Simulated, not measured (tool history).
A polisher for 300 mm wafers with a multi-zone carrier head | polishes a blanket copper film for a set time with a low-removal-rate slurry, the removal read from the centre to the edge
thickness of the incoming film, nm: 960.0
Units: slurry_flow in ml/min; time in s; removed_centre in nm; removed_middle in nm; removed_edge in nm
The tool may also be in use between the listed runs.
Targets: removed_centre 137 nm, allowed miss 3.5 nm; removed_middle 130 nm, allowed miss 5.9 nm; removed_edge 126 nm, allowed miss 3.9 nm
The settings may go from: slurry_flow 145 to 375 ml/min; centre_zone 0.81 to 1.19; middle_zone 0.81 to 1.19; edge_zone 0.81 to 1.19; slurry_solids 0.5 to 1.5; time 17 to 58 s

{"run": 1, "hour": 0.0, "slurry_flow": 240, "centre_zone": 1, "middle_zone": 1, "edge_zone": 1, "slurry_solids": 1, "time": 37, "removed_centre": 89.607, "removed_middle": 89.853, "removed_edge": 89.508}
{"run": 2, "hour": 2.8, "slurry_flow": 240, "centre_zone": 1, "middle_zone": 1, "edge_zone": 1, "slurry_solids": 1, "time": 40, "removed_centre": 97.021, "removed_middle": 99.772, "removed_edge": 98.084}
{"run": 3, "hour": 8.9, "slurry_flow": 250, "centre_zone": 1.04, "middle_zone": 1.02, "edge_zone": 1.03, "slurry_solids": 1.1, "time": 40, "removed_centre": 103.94, "removed_middle": 103.23, "removed_edge": 99.161}
{"run": 4, "hour": 11.4, "slurry_flow": 250, "centre_zone": 1.05, "middle_zone": 1.01, "edge_zone": 1.05, "slurry_solids": 1.2, "time": 41, "removed_centre": 108.99, "removed_middle": 104.28, "removed_edge": 103.14}
{"run": 5, "hour": 16.1, "slurry_flow": 250, "centre_zone": 1.11, "middle_zone": 1.01, "edge_zone": 1.05, "slurry_solids": 1.2, "time": 41, "removed_centre": 114.99, "removed_middle": 105.31, "removed_edge": 105.94}
{"run": 6, "hour": 24.3, "slurry_flow": 245, "centre_zone": 1.11, "middle_zone": 1.02, "edge_zone": 1.07, "slurry_solids": 1.25, "time": 42, "removed_centre": 119.44, "removed_middle": 107.1, "removed_edge": 110.81}
{"run": 7, "hour": 32.3, "slurry_flow": 245, "centre_zone": 1.11, "middle_zone": 1.05, "edge_zone": 1.09, "slurry_solids": 1.3, "time": 43, "removed_centre": 122.62, "removed_middle": 114.45, "removed_edge": 113.37}
{"run": 8, "hour": 40.2, "slurry_flow": 250, "centre_zone": 1.11, "middle_zone": 1.06, "edge_zone": 1.11, "slurry_solids": 1.35, "time": 44, "removed_centre": 126.72, "removed_middle": 119.21, "removed_edge": 120.84}
{"run": 9, "hour": 46.6, "slurry_flow": 265, "centre_zone": 1.12, "middle_zone": 1.07, "edge_zone": 1.11, "slurry_solids": 1.35, "time": 44, "removed_centre": 129.49, "removed_middle": 124.38, "removed_edge": 118.36}
{"run": 10, "hour": 50.6, "slurry_flow": 270, "centre_zone": 1.12, "middle_zone": 1.07, "edge_zone": 1.12, "slurry_solids": 1.4, "time": 44, "removed_centre": 130.5, "removed_middle": 119.47, "removed_edge": 121.64}
{"run": 11, "hour": 59.1, "slurry_flow": 275, "centre_zone": 1.13, "middle_zone": 1.09, "edge_zone": 1.13, "slurry_solids": 1.4, "time": 44, "removed_centre": 132.51, "removed_middle": 123.4, "removed_edge": 122.55}

Which of these 4 next moves meets every target?
{"run": "A", "hour": 67.6, "slurry_flow": 305, "centre_zone": 1.11, "middle_zone": 1.17, "edge_zone": 1.07, "slurry_solids": 1.45, "time": 43, "removed_centre": "?", "removed_middle": "?", "removed_edge": "?"}
{"run": "B", "hour": 67.6, "slurry_flow": 200, "centre_zone": 1.17, "middle_zone": 1.03, "edge_zone": 1.14, "slurry_solids": 1.5, "time": 44, "removed_centre": "?", "removed_middle": "?", "removed_edge": "?"}
{"run": "C", "hour": 67.6, "slurry_flow": 225, "centre_zone": 1.11, "middle_zone": 1.05, "edge_zone": 1.09, "slurry_solids": 1.3, "time": 48, "removed_centre": "?", "removed_middle": "?", "removed_edge": "?"}
{"run": "D", "hour": 67.6, "slurry_flow": 330, "centre_zone": 1.17, "middle_zone": 0.99, "edge_zone": 1.16, "slurry_solids": 1.45, "time": 42, "removed_centre": "?", "removed_middle": "?", "removed_edge": "?"}

move=A removed_centre=128.9 removed_middle=132.46 removed_edge=115.65
move=B removed_centre=132.07 removed_middle=116.13 removed_edge=118.57
move=C removed_centre=135.25 removed_middle=127.26 removed_edge=124.31
move=D removed_centre=133.67 removed_middle=112.97 removed_edge=118.65
A: further off than the last run
B: further off than the last run
C: meets every target
D: brings the result that was furthest off to its target, and leaves another outside
Move C is the one to make.
